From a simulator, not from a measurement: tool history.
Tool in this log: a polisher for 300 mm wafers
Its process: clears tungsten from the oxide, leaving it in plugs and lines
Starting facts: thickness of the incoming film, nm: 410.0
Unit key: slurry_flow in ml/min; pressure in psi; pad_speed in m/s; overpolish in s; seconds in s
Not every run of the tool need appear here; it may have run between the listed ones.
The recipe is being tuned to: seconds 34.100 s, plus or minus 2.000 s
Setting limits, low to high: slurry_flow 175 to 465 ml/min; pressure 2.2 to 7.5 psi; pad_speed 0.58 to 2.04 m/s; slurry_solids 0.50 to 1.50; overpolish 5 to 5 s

| run | hour | slurry_flow | pressure | pad_speed | slurry_solids | overpolish | seconds |
|---|---|---|---|---|---|---|---|
| 1 | 0.0 | 295 | 4.8 | 1.30 | 1.00 | 5 | 57.985 |
| 2 | 3.0 | 295 | 5.1 | 1.32 | 1.00 | 5 | 53.884 |
| 3 | 6.1 | 295 | 5.4 | 1.34 | 1.00 | 5 | 50.194 |
| 4 | 8.1 | 295 | 5.4 | 1.34 | 0.85 | 5 | 50.909 |
| 5 | 15.0 | 295 | 5.4 | 1.64 | 0.85 | 5 | 42.352 |
| 6 | 21.1 | 295 | 5.4 | 1.64 | 0.85 | 5 | 41.110 |
| 7 | 29.1 | 295 | 5.5 | 1.64 | 0.85 | 5 | 41.349 |
| 8 | 32.2 | 295 | 5.6 | 1.64 | 0.85 | 5 | 41.568 |
| 9 | 32.8 | 295 | 5.8 | 1.64 | 0.85 | 5 | 38.259 |
| 10 | 35.4 | 295 | 5.9 | 1.64 | 0.85 | 5 | 38.079 |

Of the 4 settings listed for the next run, only one would bring every result within its allowed miss of target. Which one?
| A | 38.0 | 365 | 6.5 | 1.66 | 0.80 | 5 | ? |
| B | 38.0 | 405 | 4.9 | 1.56 | 1.10 | 5 | ? |
| C | 38.0 | 320 | 5.6 | 1.66 | 0.80 | 5 | ? |
| D | 38.0 | 345 | 5.5 | 1.58 | 0.95 | 5 | ? |

| move | seconds |
|---|---|
| A | 35.098 |
| B | 46.407 |
| C | 41.048 |
| D | 42.450 |
A: all results in spec
B: its largest miss is bigger than the last run's
C: its largest miss is bigger than the last run's
D: its largest miss is bigger than the last run's
Go with A: it meets all targets.
